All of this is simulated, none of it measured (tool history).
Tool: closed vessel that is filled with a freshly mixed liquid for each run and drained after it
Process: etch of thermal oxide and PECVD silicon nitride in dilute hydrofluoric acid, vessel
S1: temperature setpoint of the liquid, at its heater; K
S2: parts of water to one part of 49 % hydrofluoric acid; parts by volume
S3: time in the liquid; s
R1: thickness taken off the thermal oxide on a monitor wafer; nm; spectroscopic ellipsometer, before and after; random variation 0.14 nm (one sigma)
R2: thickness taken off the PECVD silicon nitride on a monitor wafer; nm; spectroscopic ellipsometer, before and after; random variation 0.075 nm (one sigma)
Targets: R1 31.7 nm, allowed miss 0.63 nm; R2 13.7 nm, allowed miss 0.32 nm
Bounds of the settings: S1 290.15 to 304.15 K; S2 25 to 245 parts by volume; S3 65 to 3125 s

{"run": 1, "day": 0.0, "S1": 296.15, "S2": 135, "S3": 1595, "R1": 54.121, "R2": 27.108}
{"run": 2, "day": 0.208, "S1": 295.15, "S2": 135, "S3": 1595, "R1": 51.547, "R2": 25.076}
{"run": 3, "day": 0.308, "S1": 295.15, "S2": 175, "S3": 1595, "R1": 38.473, "R2": 19.461}
{"run": 4, "day": 0.571, "S1": 295.15, "S2": 130, "S3": 1595, "R1": 54.54, "R2": 25.962}
{"run": 5, "day": 0.808, "S1": 291.65, "S2": 130, "S3": 1595, "R1": 47.284, "R2": 20.809}
{"run": 6, "day": 1.196, "S1": 290.15, "S2": 130, "S3": 1595, "R1": 44.377, "R2": 18.758}
{"run": 7, "day": 1.554, "S1": 290.15, "S2": 135, "S3": 1585, "R1": 42.582, "R2": 18.084}
{"run": 8, "day": 1.612, "S1": 290.15, "S2": 140, "S3": 1575, "R1": 40.294, "R2": 17.189}
{"run": 9, "day": 1.988, "S1": 290.15, "S2": 145, "S3": 1570, "R1": 38.47, "R2": 16.501}
{"run": 10, "day": 2.3, "S1": 290.15, "S2": 150, "S3": 1565, "R1": 36.803, "R2": 15.76}
{"run": 11, "day": 2.371, "S1": 290.15, "S2": 155, "S3": 1565, "R1": 35.526, "R2": 15.524}
{"run": 12, "day": 2.654, "S1": 290.15, "S2": 155, "S3": 1555, "R1": 35.608, "R2": 15.263}
{"run": 13, "day": 2.754, "S1": 290.15, "S2": 165, "S3": 1550, "R1": 32.789, "R2": 14.433}
{"run": 14, "day": 2.846, "S1": 290.15, "S2": 165, "S3": 1540, "R1": 32.3, "R2": 14.264}

5 next moves are on the table. One of them brings every result within its allowed miss. Which?
{"run": "A", "day": 2.938, "S1": 293.65, "S2": 165, "S3": 1220, "R1": "?", "R2": "?"}
{"run": "B", "day": 2.938, "S1": 291.65, "S2": 190, "S3": 1650, "R1": "?", "R2": "?"}
{"run": "C", "day": 2.938, "S1": 291.65, "S2": 175, "S3": 1510, "R1": "?", "R2": "?"}
{"run": "D", "day": 2.938, "S1": 290.65, "S2": 145, "S3": 1265, "R1": "?", "R2": "?"}
{"run": "E", "day": 2.938, "S1": 292.65, "S2": 175, "S3": 1400, "R1": "?", "R2": "?"}

move=A R1=29.78 R2=14.296
move=B R1=31.536 R2=14.763
move=C R1=31.791 R2=14.627
move=D R1=31.794 R2=13.733
move=E R1=30.666 R2=14.499
A: further off than the last run
B: further off than the last run
C: further off than the last run
D: meets every target
E: further off than the last run
The right move is D.

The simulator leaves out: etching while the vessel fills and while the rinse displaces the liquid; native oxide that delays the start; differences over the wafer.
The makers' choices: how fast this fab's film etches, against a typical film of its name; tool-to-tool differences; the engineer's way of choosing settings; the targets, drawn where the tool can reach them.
